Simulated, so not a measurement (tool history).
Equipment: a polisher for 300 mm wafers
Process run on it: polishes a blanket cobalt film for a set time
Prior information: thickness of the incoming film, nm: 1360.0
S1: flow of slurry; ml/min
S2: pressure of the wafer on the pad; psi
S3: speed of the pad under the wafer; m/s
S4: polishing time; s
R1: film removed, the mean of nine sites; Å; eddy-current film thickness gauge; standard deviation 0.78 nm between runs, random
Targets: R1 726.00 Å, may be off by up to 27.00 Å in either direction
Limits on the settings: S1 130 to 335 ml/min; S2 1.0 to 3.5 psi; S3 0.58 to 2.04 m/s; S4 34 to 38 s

{"run": 1, "hour": 0.0, "S1": 215, "S2": 2.2, "S3": 1.3, "S4": 38, "R1": 2246.4}
{"run": 2, "hour": 3.7, "S1": 215, "S2": 2.2, "S3": 1.3, "S4": 34, "R1": 1998.2}
{"run": 3, "hour": 6.9, "S1": 210, "S2": 1.9, "S3": 1.16, "S4": 34, "R1": 1564.8}
{"run": 4, "hour": 13.3, "S1": 210, "S2": 1.9, "S3": 1.16, "S4": 34, "R1": 1564.5}
{"run": 5, "hour": 18.6, "S1": 240, "S2": 1.9, "S3": 1.16, "S4": 34, "R1": 1591.0}
{"run": 6, "hour": 19.5, "S1": 240, "S2": 1.7, "S3": 1.06, "S4": 34, "R1": 1293.9}
{"run": 7, "hour": 24.5, "S1": 240, "S2": 1.5, "S3": 1.0, "S4": 34, "R1": 1080.2}
{"run": 8, "hour": 30.6, "S1": 230, "S2": 1.0, "S3": 0.84, "S4": 34, "R1": 623.99}
{"run": 9, "hour": 38.4, "S1": 230, "S2": 1.0, "S3": 0.84, "S4": 34, "R1": 629.28}
{"run": 10, "hour": 41.4, "S1": 245, "S2": 1.0, "S3": 0.84, "S4": 34, "R1": 635.61}
{"run": 11, "hour": 45.9, "S1": 250, "S2": 1.0, "S3": 0.84, "S4": 34, "R1": 626.03}
{"run": 12, "hour": 50.6, "S1": 250, "S2": 1.1, "S3": 0.84, "S4": 34, "R1": 682.58}

Below are 4 possible settings for the next run. Only one of them brings all results inside the allowed miss of their targets. Which is it?
{"run": "A", "hour": 55.3, "S1": 250, "S2": 1.0, "S3": 0.78, "S4": 35, "R1": "?"}
{"run": "B", "hour": 55.3, "S1": 270, "S2": 1.2, "S3": 0.72, "S4": 38, "R1": "?"}
{"run": "C", "hour": 55.3, "S1": 195, "S2": 1.0, "S3": 0.84, "S4": 34, "R1": "?"}
{"run": "D", "hour": 55.3, "S1": 225, "S2": 1.1, "S3": 0.74, "S4": 35, "R1": "?"}

move=A R1=604.74
move=B R1=727.87
move=C R1=613.57
move=D R1=622.30
A: misses by more than the last run did
B: all results in spec
C: misses by more than the last run did
D: misses by more than the last run did
B meets every target.
